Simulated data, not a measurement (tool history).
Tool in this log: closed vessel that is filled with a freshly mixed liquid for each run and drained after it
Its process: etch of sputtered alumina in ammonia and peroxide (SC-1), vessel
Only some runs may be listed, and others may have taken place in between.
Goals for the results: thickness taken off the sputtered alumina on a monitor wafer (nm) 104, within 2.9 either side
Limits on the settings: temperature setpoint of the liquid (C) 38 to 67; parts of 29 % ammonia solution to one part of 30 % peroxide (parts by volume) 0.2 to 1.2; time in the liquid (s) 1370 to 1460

run  hour  temperature setpoint of the liquid (C)  parts of 29 % ammonia solution to one part of 30 % peroxide (parts by volume)  time in the liquid (s)  thickness taken off the sputtered alumina on a monitor wafer (nm)
  1     0                                      51                                                                            0.7                    1370                                                             61.652
  2   5.3                                      51                                                                            0.7                    1370                                                              60.71
  3   9.6                                      51                                                                            0.7                    1460                                                             64.568
  4  18.3                                    52.5                                                                            0.7                    1460                                                             70.979
  5  24.2                                      54                                                                            0.7                    1460                                                             76.485
  6  30.4                                      54                                                                            0.7                    1460                                                             77.072
  7  33.2                                      55                                                                            0.7                    1460                                                             81.389
  8  41.5                                      56                                                                            0.7                    1460                                                             85.687
  9  44.9                                    56.5                                                                            0.7                    1460                                                             87.201
 10  52.6                                      57                                                                            0.7                    1460                                                             90.052
 11  54.2                                    57.5                                                                            0.7                    1460                                                             91.895
 12  57.4                                      58                                                                            0.7                    1460                                                             94.146
 13  64.2                                    58.5                                                                            0.7                    1460                                                             97.306
 14  70.3                                    58.5                                                                            0.7                    1460                                                             96.269
 15  73.3                                      59                                                                            0.7                    1460                                                             99.608

Next run, 4 choices. One meets every target within its allowed miss, the rest don't. Which?
  A  76.3                                    59.5                                                                            0.8                    1455                                                                  ?
  B  76.3                                    57.5                                                                           0.75                    1460                                                                  ?
  C  76.3                                    58.5                                                                           0.65                    1460                                                                  ?
  D  76.3                                      59                                                                            0.6                    1435                                                                  ?

move  thickness taken off the sputtered alumina on a monitor wafer (nm)
   A                                                              101.6
   B                                                             91.347
   C                                                             94.931
   D                                                             95.031
A: each result inside its tolerance
B: lands further from the targets than the last run did
C: lands further from the targets than the last run did
D: lands further from the targets than the last run did
So the answer is move A, the one that meets all the targets.

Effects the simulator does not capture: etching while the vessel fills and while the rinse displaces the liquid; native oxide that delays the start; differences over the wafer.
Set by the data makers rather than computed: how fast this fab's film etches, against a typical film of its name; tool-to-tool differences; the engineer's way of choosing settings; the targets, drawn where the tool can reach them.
